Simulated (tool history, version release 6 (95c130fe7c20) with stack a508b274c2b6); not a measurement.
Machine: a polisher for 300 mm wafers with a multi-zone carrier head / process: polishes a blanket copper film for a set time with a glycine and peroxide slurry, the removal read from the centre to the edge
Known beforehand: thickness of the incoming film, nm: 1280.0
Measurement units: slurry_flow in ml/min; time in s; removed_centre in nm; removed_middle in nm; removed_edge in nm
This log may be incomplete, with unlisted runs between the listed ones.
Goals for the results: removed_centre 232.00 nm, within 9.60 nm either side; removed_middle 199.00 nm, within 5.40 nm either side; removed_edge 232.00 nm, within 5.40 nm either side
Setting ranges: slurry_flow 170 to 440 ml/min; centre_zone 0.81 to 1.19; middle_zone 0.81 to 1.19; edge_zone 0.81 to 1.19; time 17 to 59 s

{"run": 1, "hour": 0.0, "slurry_flow": 280, "centre_zone": 1.0, "middle_zone": 1.0, "edge_zone": 1.0, "time": 38, "removed_centre": 278.18, "removed_middle": 271.78, "removed_edge": 268.51}
{"run": 2, "hour": 6.9, "slurry_flow": 265, "centre_zone": 0.99, "middle_zone": 0.94, "edge_zone": 0.99, "time": 36, "removed_centre": 259.96, "removed_middle": 244.77, "removed_edge": 252.02}
{"run": 3, "hour": 13.6, "slurry_flow": 250, "centre_zone": 0.99, "middle_zone": 0.9, "edge_zone": 1.0, "time": 35, "removed_centre": 248.15, "removed_middle": 226.98, "removed_edge": 246.91}
{"run": 4, "hour": 22.5, "slurry_flow": 240, "centre_zone": 0.99, "middle_zone": 0.87, "edge_zone": 0.99, "time": 35, "removed_centre": 245.39, "removed_middle": 219.32, "removed_edge": 245.57}
{"run": 5, "hour": 24.7, "slurry_flow": 240, "centre_zone": 0.99, "middle_zone": 0.81, "edge_zone": 0.99, "time": 35, "removed_centre": 248.84, "removed_middle": 209.33, "removed_edge": 243.97}
{"run": 6, "hour": 33.3, "slurry_flow": 240, "centre_zone": 0.99, "middle_zone": 0.81, "edge_zone": 1.04, "time": 35, "removed_centre": 256.3, "removed_middle": 207.72, "removed_edge": 250.19}
{"run": 7, "hour": 39.0, "slurry_flow": 230, "centre_zone": 0.99, "middle_zone": 0.81, "edge_zone": 1.02, "time": 34, "removed_centre": 248.51, "removed_middle": 200.29, "removed_edge": 241.72}
{"run": 8, "hour": 41.0, "slurry_flow": 210, "centre_zone": 0.94, "middle_zone": 0.83, "edge_zone": 0.95, "time": 33, "removed_centre": 222.52, "removed_middle": 195.34, "removed_edge": 224.15}
{"run": 9, "hour": 41.5, "slurry_flow": 220, "centre_zone": 0.95, "middle_zone": 0.83, "edge_zone": 0.96, "time": 33, "removed_centre": 229.56, "removed_middle": 198.87, "removed_edge": 223.79}
{"run": 10, "hour": 47.3, "slurry_flow": 220, "centre_zone": 0.95, "middle_zone": 0.83, "edge_zone": 0.96, "time": 33, "removed_centre": 223.07, "removed_middle": 194.05, "removed_edge": 225.42}

Exercise: of the 5 proposed moves below, exactly one satisfies all targets within the stated allowed misses. Which move is it?
{"run": "A", "hour": 53.1, "slurry_flow": 225, "centre_zone": 0.94, "middle_zone": 0.85, "edge_zone": 0.97, "time": 32, "removed_centre": "?", "removed_middle": "?", "removed_edge": "?"}
{"run": "B", "hour": 53.1, "slurry_flow": 175, "centre_zone": 0.96, "middle_zone": 0.81, "edge_zone": 0.97, "time": 33, "removed_centre": "?", "removed_middle": "?", "removed_edge": "?"}
{"run": "C", "hour": 53.1, "slurry_flow": 205, "centre_zone": 0.97, "middle_zone": 0.81, "edge_zone": 0.97, "time": 34, "removed_centre": "?", "removed_middle": "?", "removed_edge": "?"}
{"run": "D", "hour": 53.1, "slurry_flow": 230, "centre_zone": 0.98, "middle_zone": 0.81, "edge_zone": 1.01, "time": 31, "removed_centre": "?", "removed_middle": "?", "removed_edge": "?"}
{"run": "E", "hour": 53.1, "slurry_flow": 230, "centre_zone": 0.94, "middle_zone": 0.89, "edge_zone": 0.93, "time": 32, "removed_centre": "?", "removed_middle": "?", "removed_edge": "?"}

move=A removed_centre=211.44 removed_middle=196.60 removed_edge=220.72
move=B removed_centre=214.77 removed_middle=188.68 removed_edge=222.35
move=C removed_centre=228.94 removed_middle=198.54 removed_edge=232.68
move=D removed_centre=214.16 removed_middle=183.51 removed_edge=218.55
move=E removed_centre=212.10 removed_middle=204.74 removed_edge=216.68
A: its largest miss is bigger than the last run's
B: its largest miss is bigger than the last run's
C: every result within its allowed miss
D: its largest miss is bigger than the last run's
E: its largest miss is bigger than the last run's
Go with C: it meets all targets.
